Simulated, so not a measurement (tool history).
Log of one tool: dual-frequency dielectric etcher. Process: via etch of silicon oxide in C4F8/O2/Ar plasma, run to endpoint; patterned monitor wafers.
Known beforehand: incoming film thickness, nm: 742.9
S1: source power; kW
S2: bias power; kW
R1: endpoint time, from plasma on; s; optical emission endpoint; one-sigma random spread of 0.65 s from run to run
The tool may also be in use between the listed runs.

{"run": 1, "hour": 0.0, "S1": 1.37, "S2": 1.817, "R1": 176.9}
{"run": 2, "hour": 0.8, "S1": 1.27, "S2": 1.817, "R1": 184.11}
{"run": 3, "hour": 5.0, "S1": 1.45, "S2": 1.817, "R1": 168.68}
{"run": 4, "hour": 12.1, "S1": 1.5, "S2": 1.826, "R1": 164.46}
{"run": 5, "hour": 16.1, "S1": 1.5, "S2": 2.041, "R1": 161.16}
{"run": 6, "hour": 23.7, "S1": 1.53, "S2": 2.048, "R1": 158.07}
{"run": 7, "hour": 31.9, "S1": 1.55, "S2": 2.053, "R1": 158.23}

Run 8 is up next; what results do you expect?
{"run": 8, "hour": 38.1, "S1": 1.58, "S2": 2.059, "R1": "?"}

R1: 154.19 s

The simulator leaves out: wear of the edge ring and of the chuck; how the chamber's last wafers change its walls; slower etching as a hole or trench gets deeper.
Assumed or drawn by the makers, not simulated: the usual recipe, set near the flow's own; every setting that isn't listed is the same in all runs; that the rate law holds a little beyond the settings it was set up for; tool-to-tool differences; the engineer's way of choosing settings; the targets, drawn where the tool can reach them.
